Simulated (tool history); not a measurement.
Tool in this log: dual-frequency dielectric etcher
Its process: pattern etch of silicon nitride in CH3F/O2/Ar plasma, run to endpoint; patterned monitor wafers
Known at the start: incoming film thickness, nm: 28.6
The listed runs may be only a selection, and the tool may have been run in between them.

run    day  source power (W)  bias power (W)  endpoint time (s)
  1  0.000               280              85             43.119
  2  0.258               280              72             46.072
  3  0.521               260              71             46.927
  4  0.858               250              69             48.139
  5  1.104               250              83             44.918
  6  1.475               230              80             46.751
  7  1.612               220              79             47.094

Estimate the outcome of run 8 from the log above:
  8  1.771               170              72                  ?

Run 8 produced endpoint time (s) 52.623.
